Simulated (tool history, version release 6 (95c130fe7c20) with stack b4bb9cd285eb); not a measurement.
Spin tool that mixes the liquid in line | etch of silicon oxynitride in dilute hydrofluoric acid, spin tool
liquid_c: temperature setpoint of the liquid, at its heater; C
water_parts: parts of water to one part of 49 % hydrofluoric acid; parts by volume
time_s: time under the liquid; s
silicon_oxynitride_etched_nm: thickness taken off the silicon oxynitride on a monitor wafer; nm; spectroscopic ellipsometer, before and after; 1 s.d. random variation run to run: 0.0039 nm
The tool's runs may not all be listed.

run,day,liquid_c,water_parts,time_s,silicon_oxynitride_etched_nm
1,0.000,23.0,55,65,2.3042
2,0.279,25.0,55,65,2.5345
3,0.350,23.5,60,65,2.1570
4,0.629,23.5,40,65,3.2794
5,0.746,23.5,40,65,3.3032
6,1.017,23.5,40,65,3.2869
7,1.308,23.5,40,65,3.2787

Expected results for the next run?
# day 1.342: hydrofluoric acid flow meter replaced
8,1.342,22.0,45,65,?

silicon_oxynitride_etched_nm: 2.5124 nm
